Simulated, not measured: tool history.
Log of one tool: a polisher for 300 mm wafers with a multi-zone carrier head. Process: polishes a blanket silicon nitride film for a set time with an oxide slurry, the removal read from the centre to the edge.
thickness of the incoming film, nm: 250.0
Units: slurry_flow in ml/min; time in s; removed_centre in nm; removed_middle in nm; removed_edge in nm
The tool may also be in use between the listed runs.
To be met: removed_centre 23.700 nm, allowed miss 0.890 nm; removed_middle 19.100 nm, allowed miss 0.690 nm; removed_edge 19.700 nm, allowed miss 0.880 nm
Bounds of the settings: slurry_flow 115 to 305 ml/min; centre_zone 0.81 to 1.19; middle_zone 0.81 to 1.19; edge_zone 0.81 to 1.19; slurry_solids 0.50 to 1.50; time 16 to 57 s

| run | hour | slurry_flow | centre_zone | middle_zone | edge_zone | slurry_solids | time | removed_centre | removed_middle | removed_edge |
|---|---|---|---|---|---|---|---|---|---|---|
| 1 | 0.0 | 195 | 1.00 | 1.00 | 1.00 | 1.00 | 36 | 31.514 | 32.389 | 31.550 |
| 2 | 5.7 | 195 | 1.00 | 0.94 | 1.00 | 1.00 | 36 | 31.219 | 30.628 | 31.463 |
| 3 | 10.4 | 195 | 0.92 | 0.94 | 1.00 | 1.00 | 36 | 29.055 | 30.134 | 32.214 |
| 4 | 15.4 | 195 | 0.92 | 0.94 | 1.00 | 1.20 | 36 | 31.408 | 32.970 | 33.801 |
| 5 | 17.6 | 155 | 0.92 | 0.94 | 1.00 | 1.20 | 36 | 29.474 | 31.109 | 32.720 |
| 6 | 25.4 | 155 | 0.92 | 0.94 | 1.00 | 1.20 | 42 | 34.201 | 35.803 | 38.050 |
| 7 | 31.6 | 160 | 0.99 | 0.92 | 0.96 | 1.00 | 38 | 31.944 | 30.572 | 31.775 |
| 8 | 35.9 | 155 | 1.02 | 0.90 | 0.93 | 0.85 | 35 | 28.203 | 25.607 | 26.813 |
| 9 | 42.6 | 150 | 1.04 | 0.89 | 0.90 | 0.75 | 34 | 25.630 | 23.041 | 24.047 |
| 10 | 45.1 | 145 | 1.07 | 0.88 | 0.88 | 0.70 | 34 | 25.710 | 22.063 | 23.570 |

Which of these 5 next moves meets every target?
| A | 47.6 | 245 | 1.18 | 1.19 | 0.81 | 0.60 | 31 | ? | ? | ? |
| B | 47.6 | 120 | 1.02 | 0.97 | 0.98 | 0.95 | 31 | ? | ? | ? |
| C | 47.6 | 135 | 1.17 | 0.91 | 0.87 | 0.85 | 27 | ? | ? | ? |
| D | 47.6 | 135 | 1.06 | 0.82 | 0.82 | 0.80 | 31 | ? | ? | ? |
| E | 47.6 | 145 | 0.85 | 0.94 | 1.02 | 0.60 | 39 | ? | ? | ? |

| move | removed_centre | removed_middle | removed_edge |
|---|---|---|---|
| A | 26.797 | 26.282 | 20.606 |
| B | 24.275 | 23.598 | 24.784 |
| C | 23.979 | 19.163 | 20.043 |
| D | 24.276 | 19.691 | 21.927 |
| E | 21.932 | 24.826 | 26.857 |
A: further off than the last run
B: further off than the last run
C: meets every target
D: nearer than the last run, and not there yet
E: further off than the last run
Move C is the one to make.
